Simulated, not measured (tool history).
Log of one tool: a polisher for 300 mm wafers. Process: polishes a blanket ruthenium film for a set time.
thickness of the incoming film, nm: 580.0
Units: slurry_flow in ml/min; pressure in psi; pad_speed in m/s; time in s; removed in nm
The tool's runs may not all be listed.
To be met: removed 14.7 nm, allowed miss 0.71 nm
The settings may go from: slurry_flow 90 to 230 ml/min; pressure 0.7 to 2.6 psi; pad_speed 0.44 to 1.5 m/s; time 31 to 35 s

Run 1, hour 0: slurry_flow 150 ml/min, pressure 1.6 psi, pad_speed 0.96 m/s, time 35 s. Result: removed 25.825 nm.
Run 2, hour 7.4: slurry_flow 150 ml/min, pressure 1.6 psi, pad_speed 0.96 m/s, time 35 s. Result: removed 25.985 nm.
Run 3, hour 8.9: slurry_flow 150 ml/min, pressure 1.8 psi, pad_speed 0.96 m/s, time 35 s. Result: removed 27.796 nm.
Run 4, hour 16.2: slurry_flow 150 ml/min, pressure 1.5 psi, pad_speed 0.92 m/s, time 35 s. Result: removed 24.12 nm.
Run 5, hour 17.6: slurry_flow 150 ml/min, pressure 1.5 psi, pad_speed 0.7 m/s, time 35 s. Result: removed 18.107 nm.
Run 6, hour 19.6: slurry_flow 170 ml/min, pressure 1.5 psi, pad_speed 0.7 m/s, time 35 s. Result: removed 18.776 nm.
Run 7, hour 23.1: slurry_flow 165 ml/min, pressure 1.4 psi, pad_speed 0.7 m/s, time 35 s. Result: removed 17.383 nm.
Run 8, hour 24.8: slurry_flow 165 ml/min, pressure 1.3 psi, pad_speed 0.7 m/s, time 35 s. Result: removed 16.896 nm.
Run 9, hour 27.1: slurry_flow 165 ml/min, pressure 1.2 psi, pad_speed 0.7 m/s, time 35 s. Result: removed 16.265 nm.

Which of these 4 next moves meets every target?
Run A, hour 29.4: slurry_flow 155 ml/min, pressure 1.3 psi, pad_speed 0.82 m/s, time 34 s. Result: removed ?.
Run B, hour 29.4: slurry_flow 160 ml/min, pressure 1.2 psi, pad_speed 0.82 m/s, time 35 s. Result: removed ?.
Run C, hour 29.4: slurry_flow 160 ml/min, pressure 0.7 psi, pad_speed 1 m/s, time 35 s. Result: removed ?.
Run D, hour 29.4: slurry_flow 155 ml/min, pressure 1.4 psi, pad_speed 0.58 m/s, time 35 s. Result: removed ?.

move  removed
   A   18.818
   B   18.587
   C   17.092
   D    14.54
A: further off than the last run
B: further off than the last run
C: further off than the last run
D: meets every target
Move D is the one to make.
